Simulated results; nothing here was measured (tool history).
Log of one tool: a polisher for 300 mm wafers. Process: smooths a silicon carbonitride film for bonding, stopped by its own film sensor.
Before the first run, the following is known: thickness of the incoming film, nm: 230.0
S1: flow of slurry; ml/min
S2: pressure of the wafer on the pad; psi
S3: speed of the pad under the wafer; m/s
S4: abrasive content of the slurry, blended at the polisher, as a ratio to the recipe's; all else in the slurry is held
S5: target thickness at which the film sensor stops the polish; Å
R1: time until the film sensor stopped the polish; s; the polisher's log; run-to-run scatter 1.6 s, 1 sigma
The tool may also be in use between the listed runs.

run	hour	S1	S2	S3	S4	S5	R1
1	0.0	270	1.8	0.78	1.0	2200	53.616
2	1.9	270	1.4	0.78	1.0	2200	65.318
3	4.8	270	1.3	0.76	1.0	2200	72.547
4	11.0	270	1.3	0.76	1.2	2200	68.445
5	11.8	320	1.3	0.76	1.2	2200	67.057
6	14.6	320	1.3	0.90	1.2	2200	59.252
7	20.0	320	1.2	0.88	1.2	2200	64.624
8	29.0	320	1.2	0.86	1.2	2200	64.177
9	29.8	320	1.2	0.84	1.2	2200	65.891
10	31.9	320	1.2	0.82	1.2	2200	67.256
11	40.7	320	1.2	0.80	1.2	2200	67.889

Forecast run 12:
12	46.2	320	1.2	0.78	1.2	2200	?

{"run 12": {"R1": 70.439}}
